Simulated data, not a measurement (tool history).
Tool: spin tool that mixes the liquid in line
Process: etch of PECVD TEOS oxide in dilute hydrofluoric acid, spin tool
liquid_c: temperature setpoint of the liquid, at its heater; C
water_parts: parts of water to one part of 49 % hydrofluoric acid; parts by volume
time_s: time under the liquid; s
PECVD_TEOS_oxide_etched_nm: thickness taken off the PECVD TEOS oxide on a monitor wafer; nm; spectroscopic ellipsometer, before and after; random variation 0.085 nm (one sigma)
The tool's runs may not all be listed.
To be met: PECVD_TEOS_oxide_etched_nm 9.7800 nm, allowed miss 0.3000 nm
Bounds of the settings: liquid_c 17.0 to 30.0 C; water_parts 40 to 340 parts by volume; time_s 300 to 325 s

run	hour	liquid_c	water_parts	time_s	PECVD_TEOS_oxide_etched_nm
1	0.0	22.0	190	300	12.1870
2	3.9	20.5	190	300	11.7170
3	5.1	19.5	195	300	10.7810
4	8.5	19.0	195	300	10.6910
5	12.6	19.0	145	300	15.2890
6	20.5	19.0	95	300	24.3460
7	27.9	19.0	95	300	24.5460
8	34.0	18.5	125	300	17.6000
9	40.7	18.5	125	300	17.6060
10	49.1	18.0	145	300	14.3950
11	57.2	17.5	155	300	13.3050

Which of these 5 next moves meets every target?
A	65.3	17.0	180	300	?
B	65.3	22.0	220	305	?
C	65.3	18.0	145	325	?
D	65.3	18.5	130	325	?
E	65.3	17.0	195	300	?

move	PECVD_TEOS_oxide_etched_nm
A	10.9480
B	10.6370
C	15.8600
D	18.3320
E	9.9665
A: nearer than the last run, and not there yet
B: nearer than the last run, and not there yet
C: further off than the last run
D: further off than the last run
E: meets every target
The right move is E.

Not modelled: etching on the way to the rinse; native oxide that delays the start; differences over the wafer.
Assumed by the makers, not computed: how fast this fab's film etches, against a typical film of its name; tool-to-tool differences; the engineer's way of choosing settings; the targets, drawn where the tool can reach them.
